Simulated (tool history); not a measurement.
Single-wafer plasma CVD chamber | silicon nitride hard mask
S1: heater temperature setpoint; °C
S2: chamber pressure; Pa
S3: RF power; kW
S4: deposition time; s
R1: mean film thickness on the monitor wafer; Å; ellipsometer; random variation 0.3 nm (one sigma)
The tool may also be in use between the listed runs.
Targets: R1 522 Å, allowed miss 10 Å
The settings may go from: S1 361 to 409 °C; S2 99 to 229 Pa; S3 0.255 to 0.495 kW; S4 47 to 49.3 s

run  hour   S1   S2     S3    S4      R1
  1     0  385  164  0.375  49.3  576.05
  2     7  385  145  0.375  49.3   556.2
  3  12.7  385  139  0.375  49.3  545.09
  4    14  385  139  0.395  49.3  559.16
  5  15.7  385  132  0.395  49.3  560.72
  6  20.6  385  125   0.39  49.3  540.72
  7  25.5  385  123   0.39  49.3  536.71
  8  30.1  385  120   0.39  49.3  538.73
     35.6  -- RF generator calibrated
  9  35.6  385  117   0.39  49.3  555.48

Which of these 5 next moves meets every target?
  A  41.1  393  107  0.475  47.6   ?
  B  41.1  383  136   0.38  48.4   ?
  C  41.1  405  111  0.415  49.3   ?
  D  41.1  373  128  0.445    47   ?
  E  41.1  385  108   0.38  48.5   ?

move      R1
   A  585.08
   B  554.05
   C  558.79
   D  590.48
   E  517.81
A: further off than the last run
B: as far off as the last run
C: further off than the last run
D: further off than the last run
E: meets every target
The right move is E.

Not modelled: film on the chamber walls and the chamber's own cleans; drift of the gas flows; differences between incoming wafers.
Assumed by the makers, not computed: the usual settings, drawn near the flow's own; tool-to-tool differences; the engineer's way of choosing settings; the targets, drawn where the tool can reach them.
